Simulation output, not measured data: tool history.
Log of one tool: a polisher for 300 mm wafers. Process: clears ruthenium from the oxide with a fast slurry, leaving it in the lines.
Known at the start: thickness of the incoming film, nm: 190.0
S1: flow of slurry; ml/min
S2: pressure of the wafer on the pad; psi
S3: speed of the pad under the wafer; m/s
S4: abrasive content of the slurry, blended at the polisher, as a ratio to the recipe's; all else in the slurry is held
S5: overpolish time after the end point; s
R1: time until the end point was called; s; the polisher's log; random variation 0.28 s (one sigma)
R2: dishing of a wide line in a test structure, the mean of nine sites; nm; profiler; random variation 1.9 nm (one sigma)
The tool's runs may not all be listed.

| run | day | S1 | S2 | S3 | S4 | S5 | R1 | R2 |
|---|---|---|---|---|---|---|---|---|
| 1 | 0.000 | 125 | 3.4 | 1.06 | 1.00 | 16 | 39.257 | 71.125 |
| 2 | 0.208 | 125 | 3.4 | 1.26 | 1.00 | 16 | 33.246 | 81.158 |
| 3 | 0.433 | 125 | 3.8 | 1.26 | 1.00 | 17 | 30.452 | 91.910 |
| 4 | 0.767 | 125 | 3.8 | 1.46 | 1.00 | 17 | 25.499 | 103.980 |
| 5 | 0.975 | 125 | 3.8 | 1.46 | 1.05 | 17 | 25.276 | 106.360 |
| 6 | 1.125 | 125 | 3.9 | 1.46 | 1.05 | 18 | 24.720 | 110.820 |
| 7 | 1.400 | 130 | 4.0 | 1.46 | 1.05 | 19 | 24.422 | 120.380 |

Run 8 comes next. What will it give?
| 8 | 1.542 | 135 | 4.4 | 1.46 | 1.05 | 21 | ? | ? |

R1: 21.659 s
R2: 135.810 nm
